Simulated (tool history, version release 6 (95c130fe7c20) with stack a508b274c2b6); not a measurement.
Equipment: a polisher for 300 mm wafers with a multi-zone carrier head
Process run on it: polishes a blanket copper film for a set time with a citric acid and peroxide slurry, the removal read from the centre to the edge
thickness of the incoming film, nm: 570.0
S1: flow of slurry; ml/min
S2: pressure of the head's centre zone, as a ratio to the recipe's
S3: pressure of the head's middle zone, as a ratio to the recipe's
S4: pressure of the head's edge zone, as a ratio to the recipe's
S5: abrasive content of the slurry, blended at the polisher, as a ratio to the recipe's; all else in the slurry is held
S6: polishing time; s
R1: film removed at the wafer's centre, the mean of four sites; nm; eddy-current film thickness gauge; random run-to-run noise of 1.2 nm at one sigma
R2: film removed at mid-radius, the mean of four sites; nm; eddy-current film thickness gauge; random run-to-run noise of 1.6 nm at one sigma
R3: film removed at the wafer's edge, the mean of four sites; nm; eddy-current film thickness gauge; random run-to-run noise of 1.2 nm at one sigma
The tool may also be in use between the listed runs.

run,day,S1,S2,S3,S4,S5,S6,R1,R2,R3
1,0.000,310,1.00,1.00,1.00,1.00,55,199.79,193.40,193.02
2,0.100,310,1.00,0.97,1.00,1.00,55,198.40,186.71,194.66
3,0.329,300,1.00,0.97,0.97,1.00,55,197.62,188.40,190.43
4,0.688,300,1.00,0.97,1.02,1.00,55,199.04,187.14,198.52
5,0.833,300,1.00,0.93,1.02,1.00,55,199.29,181.60,195.04
6,1.167,295,1.00,0.92,0.99,1.00,55,197.29,181.27,192.02
7,1.388,255,1.02,0.88,0.89,0.85,55,194.66,166.11,178.30
8,1.675,255,1.02,0.89,0.88,0.85,55,193.47,169.93,176.35

Predict the results of run 9:
9,1.725,255,1.02,0.89,0.87,0.85,55,?,?,?

Run 9 yielded R1 194.82 nm, R2 170.55 nm, R3 176.26 nm.
